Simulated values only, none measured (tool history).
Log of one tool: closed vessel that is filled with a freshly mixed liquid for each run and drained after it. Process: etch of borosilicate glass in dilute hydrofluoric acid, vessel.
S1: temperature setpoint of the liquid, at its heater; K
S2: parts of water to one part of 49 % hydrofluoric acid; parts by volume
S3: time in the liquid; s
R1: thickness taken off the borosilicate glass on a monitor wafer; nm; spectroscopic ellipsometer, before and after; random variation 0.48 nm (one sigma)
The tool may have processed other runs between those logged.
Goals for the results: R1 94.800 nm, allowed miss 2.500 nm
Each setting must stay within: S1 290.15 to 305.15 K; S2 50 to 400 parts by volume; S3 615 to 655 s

Run 1, hour 0.0: S1 297.15 K, S2 225 parts by volume, S3 615 s. Result: R1 81.866 nm.
Run 2, hour 8.3: S1 297.15 K, S2 225 parts by volume, S3 615 s. Result: R1 82.462 nm.
Run 3, hour 14.4: S1 293.65 K, S2 225 parts by volume, S3 615 s. Result: R1 71.775 nm.
Run 4, hour 17.0: S1 295.15 K, S2 225 parts by volume, S3 615 s. Result: R1 75.915 nm.
Run 5, hour 23.8: S1 295.15 K, S2 270 parts by volume, S3 615 s. Result: R1 60.731 nm.
Run 6, hour 32.5: S1 297.15 K, S2 265 parts by volume, S3 615 s. Result: R1 66.736 nm.
Run 7, hour 38.5: S1 301.15 K, S2 240 parts by volume, S3 615 s. Result: R1 86.753 nm.
Run 8, hour 43.4: S1 301.65 K, S2 240 parts by volume, S3 615 s. Result: R1 87.856 nm.
Run 9, hour 46.3: S1 302.15 K, S2 240 parts by volume, S3 615 s. Result: R1 90.452 nm.
Run 10, hour 53.0: S1 302.65 K, S2 240 parts by volume, S3 615 s. Result: R1 92.003 nm.

Exercise: of the 5 proposed moves below, exactly one satisfies all targets within the stated allowed misses. Which move is it?
Run A, hour 59.7: S1 302.65 K, S2 250 parts by volume, S3 615 s. Result: R1 ?.
Run B, hour 59.7: S1 302.65 K, S2 255 parts by volume, S3 625 s. Result: R1 ?.
Run C, hour 59.7: S1 301.15 K, S2 235 parts by volume, S3 615 s. Result: R1 ?.
Run D, hour 59.7: S1 299.15 K, S2 240 parts by volume, S3 655 s. Result: R1 ?.
Run E, hour 59.7: S1 304.65 K, S2 245 parts by volume, S3 615 s. Result: R1 ?.

move      R1
   A  87.511
   B  86.693
   C  89.990
   D  87.050
   E  95.984
A: misses by more than the last run did
B: misses by more than the last run did
C: misses by more than the last run did
D: misses by more than the last run did
E: hits every target within its allowed miss
The move that meets every target is E.
